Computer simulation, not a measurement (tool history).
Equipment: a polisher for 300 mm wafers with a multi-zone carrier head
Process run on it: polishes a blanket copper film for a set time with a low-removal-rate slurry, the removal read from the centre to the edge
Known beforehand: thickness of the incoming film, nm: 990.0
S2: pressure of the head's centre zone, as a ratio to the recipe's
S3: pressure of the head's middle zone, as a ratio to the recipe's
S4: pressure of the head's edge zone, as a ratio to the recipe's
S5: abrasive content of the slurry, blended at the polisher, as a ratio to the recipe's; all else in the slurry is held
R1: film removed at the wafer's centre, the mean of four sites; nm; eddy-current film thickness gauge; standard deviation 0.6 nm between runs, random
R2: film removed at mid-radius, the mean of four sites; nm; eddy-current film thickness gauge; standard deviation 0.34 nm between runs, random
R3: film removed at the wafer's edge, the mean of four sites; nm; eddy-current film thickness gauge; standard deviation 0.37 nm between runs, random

{"run": 1, "hour": 0.0, "flow of slurry (ml/min)": 185, "S2": 1, "S3": 1, "S4": 1, "S5": 1, "polishing time (s)": 65, "R1": 94.756, "R2": 95.705, "R3": 96.687}
{"run": 2, "hour": 1.0, "flow of slurry (ml/min)": 215, "S2": 1, "S3": 1, "S4": 1, "S5": 1, "polishing time (s)": 65, "R1": 97.776, "R2": 97.544, "R3": 97.602}
{"run": 3, "hour": 8.5, "flow of slurry (ml/min)": 215, "S2": 1, "S3": 1, "S4": 0.96, "S5": 1, "polishing time (s)": 65, "R1": 96.118, "R2": 96.63, "R3": 96.405}
{"run": 4, "hour": 10.1, "flow of slurry (ml/min)": 215, "S2": 1, "S3": 1, "S4": 1.03, "S5": 1, "polishing time (s)": 65, "R1": 96.666, "R2": 97.109, "R3": 98.346}
{"run": 5, "hour": 12.3, "flow of slurry (ml/min)": 220, "S2": 1.02, "S3": 0.97, "S4": 0.99, "S5": 0.85, "polishing time (s)": 57, "R1": 84.533, "R2": 78.853, "R3": 81.553}
{"run": 6, "hour": 19.1, "flow of slurry (ml/min)": 220, "S2": 1.02, "S3": 0.95, "S4": 0.95, "S5": 0.75, "polishing time (s)": 53, "R1": 73.243, "R2": 70.551, "R3": 72.524}
{"run": 7, "hour": 23.8, "flow of slurry (ml/min)": 215, "S2": 1.05, "S3": 0.92, "S4": 0.91, "S5": 0.7, "polishing time (s)": 51, "R1": 71.868, "R2": 63.067, "R3": 66.516}
{"run": 8, "hour": 28.8, "flow of slurry (ml/min)": 200, "S2": 1.05, "S3": 0.91, "S4": 0.88, "S5": 0.65, "polishing time (s)": 51, "R1": 69.943, "R2": 61.717, "R3": 63.159}
{"run": 9, "hour": 30.8, "flow of slurry (ml/min)": 185, "S2": 1.04, "S3": 0.88, "S4": 0.86, "S5": 0.6, "polishing time (s)": 51, "R1": 66.11, "R2": 56.807, "R3": 60.302}
{"run": 10, "hour": 38.9, "flow of slurry (ml/min)": 170, "S2": 1.04, "S3": 0.88, "S4": 0.85, "S5": 0.6, "polishing time (s)": 51, "R1": 65.49, "R2": 56.12, "R3": 59.584}
{"run": 11, "hour": 47.0, "flow of slurry (ml/min)": 160, "S2": 1.04, "S3": 0.88, "S4": 0.84, "S5": 0.6, "polishing time (s)": 51, "R1": 64.754, "R2": 55.26, "R3": 59.064}

Run 12 has not been measured yet. What should we expect?
{"run": 12, "hour": 49.5, "flow of slurry (ml/min)": 155, "S2": 1.04, "S3": 0.88, "S4": 0.83, "S5": 0.6, "polishing time (s)": 51, "R1": "?", "R2": "?", "R3": "?"}

Run 12 yielded R1 62.588 nm, R2 54.606 nm, R3 58.958 nm.

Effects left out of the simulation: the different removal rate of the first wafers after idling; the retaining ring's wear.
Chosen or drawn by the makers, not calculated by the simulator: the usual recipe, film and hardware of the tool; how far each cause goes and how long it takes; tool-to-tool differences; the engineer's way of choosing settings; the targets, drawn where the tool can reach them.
